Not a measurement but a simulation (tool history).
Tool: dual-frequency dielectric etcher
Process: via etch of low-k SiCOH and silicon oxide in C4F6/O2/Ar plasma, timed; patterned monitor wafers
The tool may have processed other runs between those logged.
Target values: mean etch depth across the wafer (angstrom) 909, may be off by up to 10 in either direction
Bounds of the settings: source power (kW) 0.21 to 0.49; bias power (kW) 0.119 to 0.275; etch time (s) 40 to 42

run	day	source power (kW)	bias power (kW)	etch time (s)	mean etch depth across the wafer (angstrom)
1	0	0.35	0.197	40	870.14
2	0.125	0.36	0.197	40	884.43
3	0.283	0.36	0.225	40	929.74
4	0.417	0.36	0.203	40	886.9
5	0.542	0.36	0.169	40	826.17
6	0.758	0.34	0.169	40	811.65
7	0.858	0.36	0.17	40	827.45
8	1.121	0.38	0.171	40	847.81
9	1.171	0.39	0.171	40	855.64
10	1.371	0.39	0.171	40	855.99
11	1.542	0.4	0.171	40	864.29

Which single option among these 5 for the next run brings every result within its allowed miss of target? Just one does.
A	1.712	0.32	0.153	42	?
B	1.712	0.42	0.165	42	?
C	1.712	0.32	0.175	40.5	?
D	1.712	0.38	0.152	40.5	?
E	1.712	0.34	0.162	40	?

move	mean etch depth across the wafer (angstrom)
A	795.4
B	909.26
C	811.04
D	816.23
E	793.58
A: the biggest miss grows against the last run
B: in spec on every target
C: the biggest miss grows against the last run
D: the biggest miss grows against the last run
E: the biggest miss grows against the last run
B meets every target.
